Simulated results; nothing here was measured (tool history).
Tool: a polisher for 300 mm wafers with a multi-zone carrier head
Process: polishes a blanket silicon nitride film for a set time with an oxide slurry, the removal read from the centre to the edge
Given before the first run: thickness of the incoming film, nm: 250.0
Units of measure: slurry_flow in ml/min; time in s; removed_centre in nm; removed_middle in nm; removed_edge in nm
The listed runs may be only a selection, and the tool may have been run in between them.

run 1 day=0.000 | slurry_flow=135 centre_zone=1.00 middle_zone=1.00 edge_zone=1.00 slurry_solids=1.00 time=48 | removed_centre=45.017 removed_middle=44.795 removed_edge=45.685
run 2 day=0.308 | slurry_flow=135 centre_zone=1.00 middle_zone=1.00 edge_zone=1.05 slurry_solids=1.00 time=48 | removed_centre=45.753 removed_middle=44.023 removed_edge=47.573
run 3 day=0.675 | slurry_flow=135 centre_zone=1.00 middle_zone=1.00 edge_zone=1.12 slurry_solids=1.00 time=48 | removed_centre=44.886 removed_middle=45.410 removed_edge=47.872
run 4 day=0.875 | slurry_flow=135 centre_zone=1.01 middle_zone=1.00 edge_zone=1.10 slurry_solids=0.90 time=45 | removed_centre=40.037 removed_middle=40.250 removed_edge=41.714
run 5 day=0.971 | slurry_flow=160 centre_zone=1.01 middle_zone=1.00 edge_zone=1.10 slurry_solids=0.90 time=45 | removed_centre=39.987 removed_middle=41.343 removed_edge=42.858
run 6 day=1.300 | slurry_flow=180 centre_zone=1.01 middle_zone=1.00 edge_zone=1.10 slurry_solids=0.90 time=45 | removed_centre=42.364 removed_middle=41.269 removed_edge=42.952
run 7 day=1.388 | slurry_flow=185 centre_zone=1.02 middle_zone=0.99 edge_zone=1.09 slurry_solids=0.80 time=43 | removed_centre=37.835 removed_middle=36.240 removed_edge=37.624
run 8 day=1.721 | slurry_flow=175 centre_zone=0.95 middle_zone=0.89 edge_zone=0.99 slurry_solids=0.55 time=42 | removed_centre=24.357 removed_middle=23.040 removed_edge=25.789
run 9 day=1.950 | slurry_flow=175 centre_zone=0.95 middle_zone=0.89 edge_zone=0.99 slurry_solids=0.55 time=42 | removed_centre=24.632 removed_middle=23.188 removed_edge=25.318
run 10 day=1.996 | slurry_flow=190 centre_zone=1.00 middle_zone=0.95 edge_zone=1.01 slurry_solids=0.70 time=42 | removed_centre=32.045 removed_middle=31.058 removed_edge=32.964
run 11 day=2.067 | slurry_flow=180 centre_zone=1.00 middle_zone=0.94 edge_zone=0.99 slurry_solids=0.65 time=42 | removed_centre=30.912 removed_middle=28.477 removed_edge=30.134

What does the tool deliver on the next run?
run 12 day=2.433 | slurry_flow=175 centre_zone=0.99 middle_zone=0.94 edge_zone=0.98 slurry_solids=0.65 time=42 | removed_centre=? removed_middle=? removed_edge=?

Run 12 gave removed_centre 29.637 nm, removed_middle 28.159 nm, removed_edge 31.198 nm.
